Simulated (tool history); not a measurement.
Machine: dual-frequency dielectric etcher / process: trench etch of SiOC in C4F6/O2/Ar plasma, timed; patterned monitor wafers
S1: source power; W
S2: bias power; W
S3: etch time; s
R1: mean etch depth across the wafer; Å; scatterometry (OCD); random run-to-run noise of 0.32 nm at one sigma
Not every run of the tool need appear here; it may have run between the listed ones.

{"run": 1, "hour": 0.0, "S1": 450, "S2": 156, "S3": 28.5, "R1": 587.51}
{"run": 2, "hour": 5.7, "S1": 420, "S2": 156, "S3": 28.5, "R1": 580.13}
{"run": 3, "hour": 9.7, "S1": 420, "S2": 156, "S3": 28.5, "R1": 575.36}
{"run": 4, "hour": 18.4, "S1": 410, "S2": 153, "S3": 28.5, "R1": 564.29}
{"run": 5, "hour": 25.6, "S1": 410, "S2": 153, "S3": 28.5, "R1": 570.78}
{"run": 6, "hour": 31.1, "S1": 410, "S2": 153, "S3": 28.5, "R1": 567.13}
{"run": 7, "hour": 35.7, "S1": 400, "S2": 151, "S3": 28.5, "R1": 561.21}
{"run": 8, "hour": 43.0, "S1": 390, "S2": 149, "S3": 28.5, "R1": 552.83}
{"run": 9, "hour": 48.9, "S1": 380, "S2": 148, "S3": 28.5, "R1": 537.1}

Run 10, settings as shown, results not yet in. Your forecast:
{"run": 10, "hour": 52.3, "S1": 370, "S2": 148, "S3": 28.5, "R1": "?"}

Run 10 produced R1 530.14 Å.

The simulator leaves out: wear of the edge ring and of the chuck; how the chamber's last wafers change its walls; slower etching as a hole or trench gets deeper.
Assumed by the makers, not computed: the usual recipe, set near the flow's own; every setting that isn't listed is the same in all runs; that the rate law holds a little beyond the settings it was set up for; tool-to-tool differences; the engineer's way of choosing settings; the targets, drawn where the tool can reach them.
